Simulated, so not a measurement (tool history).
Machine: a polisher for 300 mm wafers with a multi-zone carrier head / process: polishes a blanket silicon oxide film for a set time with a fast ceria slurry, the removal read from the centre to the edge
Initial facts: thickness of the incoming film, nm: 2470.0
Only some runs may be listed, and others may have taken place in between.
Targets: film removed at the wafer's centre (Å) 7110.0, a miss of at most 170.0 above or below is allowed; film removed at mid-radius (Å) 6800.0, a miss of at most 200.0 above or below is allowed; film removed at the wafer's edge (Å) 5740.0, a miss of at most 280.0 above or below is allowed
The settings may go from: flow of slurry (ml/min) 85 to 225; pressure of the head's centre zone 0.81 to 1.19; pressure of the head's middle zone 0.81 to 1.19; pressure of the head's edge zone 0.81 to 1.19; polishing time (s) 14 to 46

| run | hour | flow of slurry (ml/min) | pressure of the head's centre zone | pressure of the head's middle zone | pressure of the head's edge zone | polishing time (s) | film removed at the wafer's centre (Å) | film removed at mid-radius (Å) | film removed at the wafer's edge (Å) |
|---|---|---|---|---|---|---|---|---|---|
| 1 | 0.0 | 145 | 1.00 | 1.00 | 1.00 | 30 | 6032.8 | 5928.8 | 5821.3 |
| 2 | 7.4 | 160 | 1.02 | 1.02 | 0.97 | 30 | 6363.9 | 6193.2 | 6005.9 |
| 3 | 15.1 | 170 | 1.05 | 1.05 | 0.93 | 29 | 6309.5 | 6133.1 | 5706.4 |
| 4 | 20.9 | 170 | 1.10 | 1.05 | 0.93 | 29 | 6652.8 | 6262.9 | 5735.9 |
| 5 | 22.0 | 150 | 1.10 | 1.05 | 0.93 | 29 | 6519.1 | 6019.1 | 5563.0 |
| 6 | 23.2 | 150 | 1.19 | 1.05 | 0.93 | 29 | 7030.4 | 5989.3 | 5591.1 |
| 7 | 28.4 | 160 | 1.18 | 1.07 | 0.92 | 29 | 7076.4 | 6225.5 | 5563.4 |
| 8 | 29.1 | 165 | 1.17 | 1.08 | 0.92 | 29 | 6973.2 | 6242.7 | 5736.3 |
| 9 | 30.5 | 170 | 1.17 | 1.10 | 0.90 | 29 | 7055.4 | 6386.0 | 5690.8 |
| 10 | 36.8 | 175 | 1.17 | 1.11 | 0.89 | 29 | 7120.9 | 6437.5 | 5686.3 |

5 candidate next runs follow, results not yet known. Just one meets every target within its allowed miss. Identify it.
| A | 43.1 | 190 | 1.05 | 1.10 | 1.01 | 30 | ? | ? | ? |
| B | 43.1 | 185 | 1.15 | 1.06 | 0.89 | 29 | ? | ? | ? |
| C | 43.1 | 180 | 1.13 | 1.10 | 0.98 | 28 | ? | ? | ? |
| D | 43.1 | 195 | 1.11 | 1.12 | 0.82 | 30 | ? | ? | ? |
| E | 43.1 | 170 | 1.19 | 1.09 | 0.89 | 29 | ? | ? | ? |

| move | film removed at the wafer's centre (Å) | film removed at mid-radius (Å) | film removed at the wafer's edge (Å) |
|---|---|---|---|
| A | 6641.8 | 6680.2 | 6322.8 |
| B | 7000.4 | 6229.5 | 5800.9 |
| C | 6612.5 | 6182.4 | 5795.1 |
| D | 7052.5 | 6809.0 | 5849.2 |
| E | 7140.8 | 6295.5 | 5743.3 |
A: brings the last run's worst result on target, with another outside its allowed miss
B: moves away from the targets compared with the last run
C: moves away from the targets compared with the last run
D: meets every target
E: moves away from the targets compared with the last run
Correct choice: D, which meets every target
